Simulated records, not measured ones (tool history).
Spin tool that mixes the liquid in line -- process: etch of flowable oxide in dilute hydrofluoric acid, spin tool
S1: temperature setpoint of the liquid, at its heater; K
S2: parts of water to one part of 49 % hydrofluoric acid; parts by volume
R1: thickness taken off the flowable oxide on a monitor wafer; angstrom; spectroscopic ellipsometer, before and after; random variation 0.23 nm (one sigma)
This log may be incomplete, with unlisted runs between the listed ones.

Run 1, hour 0.0: S1 294.15 K, S2 280 parts by volume, time under the liquid (s) 195. Result: R1 260.28 angstrom.
Run 2, hour 2.8: S1 294.15 K, S2 360 parts by volume, time under the liquid (s) 195. Result: R1 188.14 angstrom.
Run 3, hour 7.4: S1 292.15 K, S2 360 parts by volume, time under the liquid (s) 195. Result: R1 175.91 angstrom.
Run 4, hour 12.0: S1 295.15 K, S2 270 parts by volume, time under the liquid (s) 195. Result: R1 281.37 angstrom.
Run 5, hour 16.9: S1 297.15 K, S2 210 parts by volume, time under the liquid (s) 195. Result: R1 417.46 angstrom.
Run 6, hour 18.4: S1 298.65 K, S2 185 parts by volume, time under the liquid (s) 195. Result: R1 509.87 angstrom.
Run 7, hour 20.7: S1 298.65 K, S2 185 parts by volume, time under the liquid (s) 195. Result: R1 513.22 angstrom.
Run 8, hour 29.3: S1 299.65 K, S2 170 parts by volume, time under the liquid (s) 195. Result: R1 585.52 angstrom.
Run 9, hour 36.1: S1 299.65 K, S2 170 parts by volume, time under the liquid (s) 195. Result: R1 590.80 angstrom.
Run 10, hour 41.5: S1 302.15 K, S2 125 parts by volume, time under the liquid (s) 195. Result: R1 924.71 angstrom.
Run 11, hour 43.6: S1 301.65 K, S2 125 parts by volume, time under the liquid (s) 195. Result: R1 912.33 angstrom.
Run 12, hour 46.7: S1 301.15 K, S2 125 parts by volume, time under the liquid (s) 195. Result: R1 893.51 angstrom.
Run 13, hour 49.9: S1 300.15 K, S2 125 parts by volume, time under the liquid (s) 195. Result: R1 862.25 angstrom.
Run 14, hour 56.4: S1 299.15 K, S2 125 parts by volume, time under the liquid (s) 195. Result: R1 824.30 angstrom.

Run 15, settings as shown, results not yet in. Your forecast:
Run 15, hour 58.1: S1 298.65 K, S2 125 parts by volume, time under the liquid (s) 195. Result: R1 ?.

Run 15 measured R1 811.80 angstrom.

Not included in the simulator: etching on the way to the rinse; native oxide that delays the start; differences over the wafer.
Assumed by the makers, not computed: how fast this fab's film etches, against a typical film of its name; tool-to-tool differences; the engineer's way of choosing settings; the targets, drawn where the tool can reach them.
